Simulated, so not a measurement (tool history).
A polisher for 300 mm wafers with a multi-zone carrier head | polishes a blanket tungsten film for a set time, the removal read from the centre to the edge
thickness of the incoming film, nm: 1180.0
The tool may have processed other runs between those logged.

run,hour,flow of slurry (ml/min),pressure of the head's centre zone,pressure of the head's middle zone,pressure of the head's edge zone,abrasive content of the slurry,polishing time (s),film removed at the wafer's centre (Å),film removed at mid-radius (Å),film removed at the wafer's edge (Å)
1,0.0,160,1.00,1.00,1.00,1.00,69,3889.0,3976.2,4112.0
2,7.3,160,1.04,1.00,1.00,1.00,69,4155.9,3974.7,4078.0
3,10.7,155,1.03,1.00,0.98,0.95,68,3925.2,3860.7,3974.3
4,15.0,155,1.03,1.00,0.98,0.95,54,3060.9,3049.8,3151.1
5,18.9,155,1.03,1.00,0.98,0.95,60,3439.0,3419.9,3511.0
6,25.9,140,1.03,1.00,0.98,0.95,60,3473.7,3289.9,3439.2
7,27.5,140,1.02,1.00,0.97,0.95,60,3404.1,3333.3,3393.5
8,29.7,140,1.01,1.00,0.97,0.95,60,3288.7,3306.8,3413.8
9,36.0,135,1.01,1.00,0.96,0.95,60,3288.9,3270.8,3395.9
10,38.6,135,1.01,1.00,0.95,0.95,60,3297.1,3287.1,3378.0
11,40.0,135,1.01,1.00,0.94,0.95,60,3265.9,3245.2,3329.4
12,41.3,135,1.00,1.00,0.94,0.95,60,3252.0,3294.8,3319.4

Predict the results of run 13:
13,42.9,135,0.99,1.00,0.94,0.95,60,?,?,?

For run 13 the tool returned film removed at the wafer's centre (Å) 3211.8, film removed at mid-radius (Å) 3297.3, film removed at the wafer's edge (Å) 3332.2.
